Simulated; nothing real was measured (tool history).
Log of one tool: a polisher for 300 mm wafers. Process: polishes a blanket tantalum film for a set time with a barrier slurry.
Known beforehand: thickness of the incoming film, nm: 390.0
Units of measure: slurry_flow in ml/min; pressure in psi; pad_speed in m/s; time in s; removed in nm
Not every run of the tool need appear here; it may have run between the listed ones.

run 1 hour=0.0 | slurry_flow=145 pressure=1.4 pad_speed=0.96 slurry_solids=1.0 time=98 | removed=101.080
run 2 hour=5.2 | slurry_flow=140 pressure=1.2 pad_speed=0.88 slurry_solids=1.0 time=98 | removed=79.207
run 3 hour=8.6 | slurry_flow=140 pressure=1.0 pad_speed=0.88 slurry_solids=1.0 time=98 | removed=67.399
run 4 hour=14.0 | slurry_flow=140 pressure=1.0 pad_speed=0.88 slurry_solids=1.0 time=104 | removed=70.974
run 5 hour=17.6 | slurry_flow=140 pressure=1.0 pad_speed=1.12 slurry_solids=1.0 time=104 | removed=85.985
run 6 hour=26.1 | slurry_flow=120 pressure=1.0 pad_speed=1.12 slurry_solids=1.0 time=104 | removed=83.789
run 7 hour=30.1 | slurry_flow=115 pressure=0.9 pad_speed=1.00 slurry_solids=1.0 time=104 | removed=68.441
run 8 hour=31.2 | slurry_flow=110 pressure=0.8 pad_speed=0.92 slurry_solids=1.0 time=104 | removed=56.359
run 9 hour=31.9 | slurry_flow=105 pressure=0.8 pad_speed=0.88 slurry_solids=1.0 time=104 | removed=53.307
run 10 hour=35.7 | slurry_flow=90 pressure=0.6 pad_speed=0.68 slurry_solids=1.0 time=104 | removed=31.770

Predict the results of run 11:
run 11 hour=39.8 | slurry_flow=100 pressure=0.6 pad_speed=0.68 slurry_solids=1.0 time=104 | removed=?

{"run 11": {"removed": 33.014}}
